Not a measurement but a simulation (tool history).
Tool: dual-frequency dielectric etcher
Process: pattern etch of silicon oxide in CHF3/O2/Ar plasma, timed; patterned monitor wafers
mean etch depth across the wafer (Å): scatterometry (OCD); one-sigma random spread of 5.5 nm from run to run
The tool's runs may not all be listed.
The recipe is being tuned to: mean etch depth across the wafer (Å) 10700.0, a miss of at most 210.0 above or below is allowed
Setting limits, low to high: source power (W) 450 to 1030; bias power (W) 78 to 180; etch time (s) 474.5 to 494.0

| run | hour | source power (W) | bias power (W) | etch time (s) | mean etch depth across the wafer (Å) |
|---|---|---|---|---|---|
| 1 | 0.0 | 740 | 129 | 474.5 | 9681.9 |
| 2 | 2.1 | 650 | 129 | 474.5 | 9122.4 |
| 3 | 3.6 | 650 | 129 | 494.0 | 9425.2 |
| 4 | 5.7 | 650 | 110 | 494.0 | 9051.3 |
| 5 | 12.2 | 680 | 111 | 494.0 | 9263.9 |
| 6 | 16.3 | 680 | 111 | 474.5 | 8833.3 |
| 7 | 17.8 | 710 | 112 | 474.5 | 9072.6 |
| 8 | 20.2 | 740 | 113 | 474.5 | 9310.6 |
| 9 | 26.9 | 880 | 121 | 475.5 | 10365.0 |
| 10 | 35.0 | 890 | 121 | 475.5 | 10323.0 |
| 11 | 42.7 | 900 | 121 | 475.5 | 10489.0 |

Below are 4 possible settings for the next run. Only one of them brings all results inside the allowed miss of their targets. Which is it?
| A | 50.4 | 860 | 123 | 474.5 | ? |
| B | 50.4 | 890 | 117 | 479.0 | ? |
| C | 50.4 | 750 | 118 | 494.0 | ? |
| D | 50.4 | 860 | 130 | 485.0 | ? |

| move | mean etch depth across the wafer (Å) |
|---|---|
| A | 10269.0 |
| B | 10372.0 |
| C | 9906.5 |
| D | 10677.0 |
A: its largest miss is bigger than the last run's
B: its largest miss is bigger than the last run's
C: its largest miss is bigger than the last run's
D: all results land within tolerance of their targets
The right move is D.
